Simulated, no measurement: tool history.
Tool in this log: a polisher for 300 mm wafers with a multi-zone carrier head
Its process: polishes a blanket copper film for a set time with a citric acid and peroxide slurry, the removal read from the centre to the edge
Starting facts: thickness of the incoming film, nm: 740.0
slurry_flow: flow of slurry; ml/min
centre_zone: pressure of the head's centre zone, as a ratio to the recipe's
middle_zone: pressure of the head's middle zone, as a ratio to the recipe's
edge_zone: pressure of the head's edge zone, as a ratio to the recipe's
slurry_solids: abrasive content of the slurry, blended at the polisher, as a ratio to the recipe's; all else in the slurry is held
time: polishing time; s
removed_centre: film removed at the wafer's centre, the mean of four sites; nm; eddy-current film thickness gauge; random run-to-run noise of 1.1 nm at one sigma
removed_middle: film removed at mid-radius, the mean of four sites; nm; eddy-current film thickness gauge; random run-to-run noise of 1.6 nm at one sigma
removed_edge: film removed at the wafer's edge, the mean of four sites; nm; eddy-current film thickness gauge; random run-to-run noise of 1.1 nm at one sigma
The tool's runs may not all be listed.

run	hour	slurry_flow	centre_zone	middle_zone	edge_zone	slurry_solids	time	removed_centre	removed_middle	removed_edge
1	0.0	135	1.00	1.00	1.00	1.00	85	206.26	218.38	207.64
2	8.5	120	1.00	1.00	1.00	1.00	85	204.10	204.13	206.38
3	10.9	120	0.98	0.98	0.97	0.85	77	175.81	180.21	178.82
4	11.9	120	0.98	0.98	0.90	0.85	77	175.86	182.22	175.15
5	16.1	115	0.97	0.96	0.90	0.75	71	155.89	158.44	154.94
6	19.4	115	1.04	0.96	0.90	0.75	71	164.57	161.11	155.89
7	26.9	110	1.01	0.94	0.90	0.70	68	151.75	147.79	146.68
8	31.4	110	0.99	0.93	0.89	0.65	66	141.96	139.38	141.53
9	32.7	105	0.98	0.92	0.88	0.60	65	135.67	131.83	136.95
10	40.5	100	0.98	0.92	0.87	0.55	64	129.44	130.82	128.41
11	47.7	95	0.98	0.91	0.87	0.55	64	130.30	127.92	130.16

What does the tool deliver on the next run?
12	54.1	95	0.98	0.91	0.87	0.55	64	?	?	?

For run 12 the tool returned removed_centre 130.02 nm, removed_middle 125.73 nm, removed_edge 130.77 nm.
